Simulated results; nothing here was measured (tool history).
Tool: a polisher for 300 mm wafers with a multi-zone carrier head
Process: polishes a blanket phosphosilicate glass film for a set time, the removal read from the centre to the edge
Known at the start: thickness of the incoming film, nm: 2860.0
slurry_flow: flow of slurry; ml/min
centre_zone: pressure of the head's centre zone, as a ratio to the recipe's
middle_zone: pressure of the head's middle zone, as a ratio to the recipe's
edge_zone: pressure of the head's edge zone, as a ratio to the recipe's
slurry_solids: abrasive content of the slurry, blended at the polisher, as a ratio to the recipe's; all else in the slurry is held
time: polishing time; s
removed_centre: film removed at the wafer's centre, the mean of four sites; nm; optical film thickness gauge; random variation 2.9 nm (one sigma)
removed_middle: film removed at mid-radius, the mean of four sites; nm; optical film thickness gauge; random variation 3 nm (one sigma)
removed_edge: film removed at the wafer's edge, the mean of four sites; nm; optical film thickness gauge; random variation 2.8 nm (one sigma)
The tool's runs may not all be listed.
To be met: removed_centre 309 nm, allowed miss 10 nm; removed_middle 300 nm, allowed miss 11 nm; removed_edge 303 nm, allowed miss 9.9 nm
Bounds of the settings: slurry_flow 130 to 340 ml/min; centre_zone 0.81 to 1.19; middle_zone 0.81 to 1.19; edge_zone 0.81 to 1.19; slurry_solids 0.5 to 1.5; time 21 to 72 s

run  hour  slurry_flow  centre_zone  middle_zone  edge_zone  slurry_solids  time  removed_centre  removed_middle  removed_edge
  1     0          220            1            1          1              1    46          474.85           490.1        479.76
  2   2.8          220            1         0.98       0.98            0.9    45          434.66          460.57        443.91
  3   3.6          215         1.01         0.96       0.97           0.85    44          423.59           426.4        424.46
  4  10.2          215         1.01         0.96       0.97           0.85    40          383.82           392.3        384.95
  5  16.3          210         1.01         0.94       0.95            0.8    40          372.39          365.53         368.3
  6  17.3          210         1.01         0.94       0.95            0.6    40          331.14          325.98        327.26
  7    26          205         1.01         0.93       0.94            0.6    40          325.04          328.45        326.91
  8  29.9          200         1.01         0.92       0.93            0.6    40          325.63          322.33         324.3
  9  37.5          200         1.01         0.92       0.93            0.6    40          327.43          324.79        319.98
 10  43.1          195         1.01         0.91       0.93            0.6    40          325.11          316.36        318.08
 11  51.2          190         1.01         0.91       0.93            0.6    40          326.43          319.32        319.84
 12  52.1          190         1.01          0.9       0.92            0.6    40          323.33          317.72        314.88
 13  59.9          185         1.01         0.89       0.92            0.6    40          323.94          309.67        316.42
 14  68.1          180         1.01         0.89       0.91            0.6    40          324.75          309.29        316.25
 15  76.4          180         1.01         0.89       0.91            0.6    40          321.61          311.71        313.76
 16  84.5          175         1.01         0.89       0.91            0.6    40           323.7          301.35        311.96
 17  85.9          175            1         0.89        0.9            0.6    40          321.38           299.6        318.01
 18  91.2          160            1         0.95       0.86            0.5    40          297.04          288.99        279.01

Which of these 5 next moves meets every target?
  A  96.5          145         1.01         0.91        0.9            0.5    43               ?               ?             ?
  B  96.5          155         1.09         0.99        0.9            0.5    40               ?               ?             ?
  C  96.5          170         0.95         0.94       0.94           0.55    39               ?               ?             ?
  D  96.5          130         0.97         0.95       0.93            0.5    42               ?               ?             ?
  E  96.5          160         1.05         0.95       0.81            0.5    41               ?               ?             ?

move  removed_centre  removed_middle  removed_edge
   A          310.46          301.91        303.38
   B          306.21          300.87        283.62
   C          289.05          298.28         297.1
   D          291.18          300.05        297.74
   E           307.6          300.48        278.22
A: meets every target
B: nearer than the last run, and not there yet
C: brings the result that was furthest off to its target, and leaves another outside
D: brings the result that was furthest off to its target, and leaves another outside
E: as far off as the last run
The right move is A.

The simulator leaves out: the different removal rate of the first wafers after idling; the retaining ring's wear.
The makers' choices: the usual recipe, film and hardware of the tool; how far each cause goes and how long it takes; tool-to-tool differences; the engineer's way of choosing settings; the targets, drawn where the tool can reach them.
